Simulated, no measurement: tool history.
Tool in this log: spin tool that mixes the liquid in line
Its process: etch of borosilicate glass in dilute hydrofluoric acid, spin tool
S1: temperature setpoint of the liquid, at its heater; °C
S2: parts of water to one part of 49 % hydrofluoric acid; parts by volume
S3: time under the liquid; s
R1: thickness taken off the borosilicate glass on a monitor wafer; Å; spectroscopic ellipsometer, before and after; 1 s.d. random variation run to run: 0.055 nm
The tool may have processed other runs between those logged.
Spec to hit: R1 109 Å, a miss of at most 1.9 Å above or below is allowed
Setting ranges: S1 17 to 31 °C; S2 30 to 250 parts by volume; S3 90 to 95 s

{"run": 1, "hour": 0.0, "S1": 23, "S2": 140, "S3": 90, "R1": 95.362}
{"run": 2, "hour": 1.1, "S1": 23, "S2": 110, "S3": 90, "R1": 125.42}
{"run": 3, "hour": 5.5, "S1": 22, "S2": 110, "S3": 90, "R1": 120.01}
{"run": 4, "hour": 9.7, "S1": 22, "S2": 110, "S3": 95, "R1": 126.59}
{"run": 5, "hour": 10.6, "S1": 21, "S2": 110, "S3": 95, "R1": 121.75}
{"run": 6, "hour": 13.7, "S1": 21, "S2": 160, "S3": 95, "R1": 79.429}
{"run": 7, "hour": 14.8, "S1": 22.5, "S2": 160, "S3": 95, "R1": 84.218}
{"run": 8, "hour": 22.9, "S1": 24, "S2": 160, "S3": 95, "R1": 88.476}
{"run": 9, "hour": 31.2, "S1": 25.5, "S2": 160, "S3": 95, "R1": 94.477}
{"run": 10, "hour": 32.7, "S1": 26.5, "S2": 160, "S3": 95, "R1": 98.163}
{"run": 11, "hour": 39.3, "S1": 27, "S2": 160, "S3": 95, "R1": 99.344}
{"run": 12, "hour": 45.6, "S1": 27.5, "S2": 160, "S3": 95, "R1": 101.13}
{"run": 13, "hour": 48.5, "S1": 28, "S2": 160, "S3": 95, "R1": 103.63}
{"run": 14, "hour": 50.1, "S1": 28.5, "S2": 160, "S3": 95, "R1": 105.69}

Exercise: of the 5 proposed moves below, exactly one satisfies all targets within the stated allowed misses. Which move is it?
{"run": "A", "hour": 51.7, "S1": 26.5, "S2": 135, "S3": 90, "R1": "?"}
{"run": "B", "hour": 51.7, "S1": 27.5, "S2": 140, "S3": 90, "R1": "?"}
{"run": "C", "hour": 51.7, "S1": 29, "S2": 155, "S3": 95, "R1": "?"}
{"run": "D", "hour": 51.7, "S1": 31, "S2": 155, "S3": 90, "R1": "?"}
{"run": "E", "hour": 51.7, "S1": 31, "S2": 160, "S3": 90, "R1": "?"}

move=A R1=113.28
move=B R1=112.77
move=C R1=111.6
move=D R1=113.68
move=E R1=109.41
A: moves the result that the last run missed by most past its target, out the other side
B: moves the result that the last run missed by most past its target, out the other side
C: moves the result that the last run missed by most past its target, out the other side
D: moves the result that the last run missed by most past its target, out the other side
E: in spec on every target
The right move is E.
